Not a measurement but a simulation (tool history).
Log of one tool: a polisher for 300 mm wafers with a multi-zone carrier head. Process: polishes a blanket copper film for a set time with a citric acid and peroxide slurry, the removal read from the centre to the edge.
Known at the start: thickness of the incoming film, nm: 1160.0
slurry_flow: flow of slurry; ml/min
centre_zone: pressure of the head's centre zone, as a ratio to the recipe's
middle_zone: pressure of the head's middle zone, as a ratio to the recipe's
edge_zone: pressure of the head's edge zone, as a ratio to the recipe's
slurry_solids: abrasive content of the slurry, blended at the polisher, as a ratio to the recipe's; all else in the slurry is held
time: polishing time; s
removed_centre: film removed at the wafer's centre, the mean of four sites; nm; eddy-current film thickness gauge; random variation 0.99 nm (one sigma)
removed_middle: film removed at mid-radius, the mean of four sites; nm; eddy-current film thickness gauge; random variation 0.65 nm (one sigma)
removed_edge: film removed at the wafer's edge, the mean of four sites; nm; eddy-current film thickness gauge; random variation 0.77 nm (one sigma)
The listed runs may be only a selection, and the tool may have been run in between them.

run	day	slurry_flow	centre_zone	middle_zone	edge_zone	slurry_solids	time	removed_centre	removed_middle	removed_edge
1	0.000	295	1.00	1.00	1.00	1.00	79	103.550	107.13	101.510
2	0.304	295	0.99	1.00	0.98	0.90	78	100.350	100.40	95.017
3	0.512	290	0.96	1.00	0.96	0.85	78	95.773	99.91	94.159
4	0.583	290	0.96	1.00	0.96	0.85	85	105.980	108.36	101.440
5	0.725	290	0.94	1.00	0.94	0.80	84	101.960	104.70	95.524
6	0.850	290	0.94	1.00	0.94	0.95	84	105.510	111.38	100.800

Expected results for the next run?
7	0.942	285	0.92	1.00	0.93	0.90	83	?	?	?

removed_centre: 102.230 nm
removed_middle: 108.13 nm
removed_edge: 98.335 nm
